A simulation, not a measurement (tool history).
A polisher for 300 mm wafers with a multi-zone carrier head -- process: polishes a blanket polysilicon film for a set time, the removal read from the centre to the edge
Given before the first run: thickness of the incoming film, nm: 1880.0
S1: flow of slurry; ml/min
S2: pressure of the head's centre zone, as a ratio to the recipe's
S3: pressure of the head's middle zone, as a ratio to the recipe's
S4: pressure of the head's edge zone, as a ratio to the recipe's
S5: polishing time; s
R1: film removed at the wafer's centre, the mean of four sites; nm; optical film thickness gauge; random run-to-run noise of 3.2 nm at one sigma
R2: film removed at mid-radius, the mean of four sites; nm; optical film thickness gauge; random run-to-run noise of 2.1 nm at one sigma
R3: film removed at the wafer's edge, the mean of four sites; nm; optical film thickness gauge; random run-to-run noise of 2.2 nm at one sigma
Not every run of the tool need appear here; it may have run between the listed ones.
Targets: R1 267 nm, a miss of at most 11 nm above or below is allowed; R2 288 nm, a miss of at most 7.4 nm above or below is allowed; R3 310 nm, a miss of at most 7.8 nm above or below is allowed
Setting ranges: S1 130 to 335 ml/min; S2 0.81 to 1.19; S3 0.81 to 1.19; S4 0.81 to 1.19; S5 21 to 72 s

run 1 hour=0 | S1=215 S2=1 S3=1 S4=1 S5=46 | R1=345.04 R2=332.9 R3=334.24
run 2 hour=1.4 | S1=160 S2=1 S3=1 S4=1 S5=46 | R1=314.44 R2=315.93 R3=328.57
run 3 hour=4 | S1=160 S2=1 S3=1 S4=1 S5=54 | R1=375.59 R2=377.91 R3=380.02
run 4 hour=9.5 | S1=130 S2=1 S3=1 S4=1 S5=54 | R1=349.29 R2=353.49 R3=370.49
run 5 hour=18.4 | S1=135 S2=0.96 S3=0.98 S4=0.97 S5=52 | R1=333.75 R2=341.68 R3=350.19
run 6 hour=21.7 | S1=135 S2=1.03 S3=0.98 S4=0.97 S5=52 | R1=356.22 R2=334.01 R3=351.61
run 7 hour=26.4 | S1=135 S2=0.98 S3=0.96 S4=0.97 S5=51 | R1=326.13 R2=325.31 R3=348.58
run 8 hour=31 | S1=135 S2=0.95 S3=0.94 S4=0.94 S5=50 | R1=318.03 R2=318.11 R3=333.03
run 9 hour=35.5 | S1=130 S2=0.85 S3=0.9 S4=0.98 S5=46 | R1=257.28 R2=274 R3=314.47

Which one of the following 4 next-run settings gets every result inside its allowed miss? There is exactly one.
run A hour=40 | S1=130 S2=0.81 S3=0.89 S4=0.95 S5=50 | R1=? R2=? R3=?
run B hour=40 | S1=130 S2=0.88 S3=0.87 S4=1 S5=45 | R1=? R2=? R3=?
run C hour=40 | S1=160 S2=0.88 S3=0.86 S4=1.01 S5=45 | R1=? R2=? R3=?
run D hour=40 | S1=170 S2=0.84 S3=0.9 S4=0.92 S5=45 | R1=? R2=? R3=?

move=A R1=271.38 R2=295.69 R3=330.02
move=B R1=265.51 R2=261.05 R3=304.46
move=C R1=280.96 R2=271.86 R3=317.05
move=D R1=271.9 R2=285.87 R3=305.87
A: pushes the last run's worst result past its target
B: the biggest miss grows against the last run
C: the biggest miss grows against the last run
D: in spec on every target
So the answer is move D, the one that meets all the targets.
